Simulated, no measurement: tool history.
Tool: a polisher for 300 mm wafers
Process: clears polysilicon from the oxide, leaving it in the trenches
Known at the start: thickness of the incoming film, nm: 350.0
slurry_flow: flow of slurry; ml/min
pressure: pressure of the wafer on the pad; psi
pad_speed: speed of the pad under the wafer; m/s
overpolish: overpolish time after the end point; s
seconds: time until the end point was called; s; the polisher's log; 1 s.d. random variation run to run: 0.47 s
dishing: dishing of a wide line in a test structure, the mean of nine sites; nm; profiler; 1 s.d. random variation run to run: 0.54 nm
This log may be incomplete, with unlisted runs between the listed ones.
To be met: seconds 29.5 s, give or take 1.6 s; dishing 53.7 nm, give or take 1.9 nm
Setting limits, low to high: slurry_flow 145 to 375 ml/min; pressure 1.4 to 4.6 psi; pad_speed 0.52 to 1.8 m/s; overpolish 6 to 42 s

run 1 hour=0 | slurry_flow=240 pressure=3 pad_speed=1.16 overpolish=21 | seconds=19.25 dishing=78.78
run 2 hour=7 | slurry_flow=240 pressure=3.5 pad_speed=1.16 overpolish=21 | seconds=16.253 dishing=79.448
run 3 hour=11.4 | slurry_flow=240 pressure=3.5 pad_speed=1 overpolish=21 | seconds=18.193 dishing=79.084
run 4 hour=14.1 | slurry_flow=260 pressure=3.2 pad_speed=1.04 overpolish=19 | seconds=19.363 dishing=79.31
run 5 hour=20.3 | slurry_flow=240 pressure=2.9 pad_speed=1.1 overpolish=17 | seconds=20.701 dishing=77.858
run 6 hour=25.7 | slurry_flow=225 pressure=2.7 pad_speed=1.14 overpolish=15 | seconds=21.44 dishing=77.84
run 7 hour=29.4 | slurry_flow=215 pressure=2.5 pad_speed=1.16 overpolish=14 | seconds=22.379 dishing=78.266
run 8 hour=30 | slurry_flow=285 pressure=3.3 pad_speed=0.84 overpolish=6 | seconds=20.109 dishing=63.526

5 candidate next runs follow, results not yet known. Just one meets every target within its allowed miss. Identify it.
run A hour=30.6 | slurry_flow=285 pressure=3 pad_speed=0.64 overpolish=6 | seconds=? dishing=?
run B hour=30.6 | slurry_flow=280 pressure=2.6 pad_speed=0.86 overpolish=6 | seconds=? dishing=?
run C hour=30.6 | slurry_flow=375 pressure=3.3 pad_speed=0.52 overpolish=6 | seconds=? dishing=?
run D hour=30.6 | slurry_flow=235 pressure=2.9 pad_speed=0.52 overpolish=6 | seconds=? dishing=?
run E hour=30.6 | slurry_flow=350 pressure=3.2 pad_speed=0.52 overpolish=6 | seconds=? dishing=?

move=A seconds=25.852 dishing=57.424
move=B seconds=25.512 dishing=57.791
move=C seconds=25.363 dishing=57.955
move=D seconds=29.892 dishing=53.299
move=E seconds=26.261 dishing=56.983
A: closes in on the targets versus the last run, not all within tolerance yet
B: closes in on the targets versus the last run, not all within tolerance yet
C: closes in on the targets versus the last run, not all within tolerance yet
D: all results land within tolerance of their targets
E: closes in on the targets versus the last run, not all within tolerance yet
Correct choice: D, which meets every target

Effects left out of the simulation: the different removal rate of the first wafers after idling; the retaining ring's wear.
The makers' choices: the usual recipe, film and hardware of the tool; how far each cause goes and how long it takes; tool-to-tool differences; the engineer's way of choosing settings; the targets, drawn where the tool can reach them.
